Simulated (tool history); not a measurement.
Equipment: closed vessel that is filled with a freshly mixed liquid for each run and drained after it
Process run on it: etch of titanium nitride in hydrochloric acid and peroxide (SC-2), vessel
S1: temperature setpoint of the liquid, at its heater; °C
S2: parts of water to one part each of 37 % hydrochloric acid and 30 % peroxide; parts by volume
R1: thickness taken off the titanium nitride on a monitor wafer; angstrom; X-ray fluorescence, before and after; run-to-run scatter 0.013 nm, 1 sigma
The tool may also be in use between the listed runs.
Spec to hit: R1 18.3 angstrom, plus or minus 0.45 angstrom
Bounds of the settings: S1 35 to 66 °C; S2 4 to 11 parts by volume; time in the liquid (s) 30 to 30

{"run": 1, "day": 0.0, "S1": 50, "S2": 6, "time in the liquid (s)": 30, "R1": 20.349}
{"run": 2, "day": 0.208, "S1": 55, "S2": 6, "time in the liquid (s)": 30, "R1": 27.787}
{"run": 3, "day": 0.292, "S1": 53.5, "S2": 6, "time in the liquid (s)": 30, "R1": 25.43}
{"run": 4, "day": 0.621, "S1": 58.5, "S2": 6, "time in the liquid (s)": 30, "R1": 35.207}
{"run": 5, "day": 0.946, "S1": 56.5, "S2": 6, "time in the liquid (s)": 30, "R1": 30.541}
{"run": 6, "day": 1.317, "S1": 55, "S2": 6, "time in the liquid (s)": 30, "R1": 28.098}
{"run": 7, "day": 1.571, "S1": 47, "S2": 6, "time in the liquid (s)": 30, "R1": 16.696}
{"run": 8, "day": 1.608, "S1": 47.5, "S2": 6, "time in the liquid (s)": 30, "R1": 17.235}
{"run": 9, "day": 1.862, "S1": 48, "S2": 6, "time in the liquid (s)": 30, "R1": 17.597}

Exactly one of the 5 candidate moves below puts every result within its allowed miss. Which one?
{"run": "A", "day": 2.117, "S1": 48, "S2": 6.5, "time in the liquid (s)": 30, "R1": "?"}
{"run": "B", "day": 2.117, "S1": 45, "S2": 5, "time in the liquid (s)": 30, "R1": "?"}
{"run": "C", "day": 2.117, "S1": 50, "S2": 7.5, "time in the liquid (s)": 30, "R1": "?"}
{"run": "D", "day": 2.117, "S1": 49, "S2": 7, "time in the liquid (s)": 30, "R1": "?"}
{"run": "E", "day": 2.117, "S1": 49.5, "S2": 6.5, "time in the liquid (s)": 30, "R1": "?"}

move=A R1=16.695
move=B R1=16.549
move=C R1=17.071
move=D R1=16.859
move=E R1=18.466
A: lands further from the targets than the last run did
B: lands further from the targets than the last run did
C: lands further from the targets than the last run did
D: lands further from the targets than the last run did
E: all results land within tolerance of their targets
So the answer is move E, the one that meets all the targets.
